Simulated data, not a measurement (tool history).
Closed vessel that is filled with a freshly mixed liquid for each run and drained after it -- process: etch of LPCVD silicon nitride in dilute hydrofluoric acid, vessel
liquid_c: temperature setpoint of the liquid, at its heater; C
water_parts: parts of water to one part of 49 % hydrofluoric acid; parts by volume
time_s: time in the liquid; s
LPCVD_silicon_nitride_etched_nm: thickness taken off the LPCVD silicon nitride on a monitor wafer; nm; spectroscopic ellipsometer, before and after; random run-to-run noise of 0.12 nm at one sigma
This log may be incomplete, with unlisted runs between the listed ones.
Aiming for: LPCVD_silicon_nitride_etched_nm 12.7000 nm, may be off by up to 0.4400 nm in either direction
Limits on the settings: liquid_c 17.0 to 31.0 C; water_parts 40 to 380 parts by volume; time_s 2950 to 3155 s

run,day,liquid_c,water_parts,time_s,LPCVD_silicon_nitride_etched_nm
1,0.000,23.0,210,2950,5.8492
2,0.367,23.0,210,3155,6.1910
3,0.633,20.5,210,3155,5.3000
4,0.825,19.0,210,3155,4.9347
5,1.162,19.0,210,3155,4.8640
6,1.496,19.0,170,3155,5.9023
7,1.767,22.5,165,3155,7.6916
8,2.025,22.5,165,3155,7.6554
9,2.112,25.0,165,3155,9.0605
10,2.275,26.5,165,3155,10.0620

Which of these 5 next moves meets every target?
A,2.438,29.0,155,2950,?
B,2.438,26.0,125,2950,?
C,2.438,27.0,135,3155,?
D,2.438,31.0,185,3155,?
E,2.438,27.5,155,3155,?

move,LPCVD_silicon_nitride_etched_nm
A,11.5650
B,11.8830
C,12.5430
D,11.6640
E,11.2700
A: moves toward the targets from the last run without getting all of them in spec
B: moves toward the targets from the last run without getting all of them in spec
C: in spec on every target
D: moves toward the targets from the last run without getting all of them in spec
E: moves toward the targets from the last run without getting all of them in spec
The right move is C.
